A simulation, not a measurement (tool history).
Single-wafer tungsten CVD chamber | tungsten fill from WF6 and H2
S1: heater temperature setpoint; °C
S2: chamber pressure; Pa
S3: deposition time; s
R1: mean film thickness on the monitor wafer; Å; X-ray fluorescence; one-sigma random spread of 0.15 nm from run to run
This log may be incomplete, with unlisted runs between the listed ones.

run	hour	S1	S2	S3	R1
1	0	380	5933	13.6	302.39
2	6.8	380	5933	13.6	302.82
3	10.3	379	5933	13.6	293.26
4	15	378	5933	13.6	287.55
5	22.8	378	6999	13.6	302.4
6	28.6	378	6999	13.6	304.43
7	33.6	377	6986	13.6	296.16

The next listed run, before its measurement:
8	41.1	376	6986	13.6	?

Run 8 came out at R1 288.78 Å.
